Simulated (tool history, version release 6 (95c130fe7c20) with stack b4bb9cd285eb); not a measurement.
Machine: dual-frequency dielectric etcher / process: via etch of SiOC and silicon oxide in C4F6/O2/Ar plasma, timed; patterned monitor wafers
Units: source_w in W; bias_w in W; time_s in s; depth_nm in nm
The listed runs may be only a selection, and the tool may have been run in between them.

run 1 hour=0.0 | source_w=460 bias_w=171 time_s=62 | depth_nm=70.313
run 2 hour=3.3 | source_w=420 bias_w=171 time_s=62 | depth_nm=67.047
run 3 hour=12.2 | source_w=360 bias_w=171 time_s=62 | depth_nm=61.557
run 4 hour=14.6 | source_w=360 bias_w=171 time_s=62 | depth_nm=61.593
run 5 hour=17.6 | source_w=300 bias_w=171 time_s=62 | depth_nm=55.077
run 6 hour=25.7 | source_w=300 bias_w=157 time_s=62 | depth_nm=54.025
run 7 hour=33.4 | source_w=400 bias_w=191 time_s=62 | depth_nm=66.766
run 8 hour=39.5 | source_w=430 bias_w=193 time_s=62 | depth_nm=69.575
run 9 hour=48.5 | source_w=460 bias_w=195 time_s=62 | depth_nm=72.546
run 10 hour=56.5 | source_w=480 bias_w=196 time_s=62 | depth_nm=74.755

The next listed run, before its measurement:
run 11 hour=62.4 | source_w=490 bias_w=197 time_s=62 | depth_nm=?

depth_nm: 75.156 nm
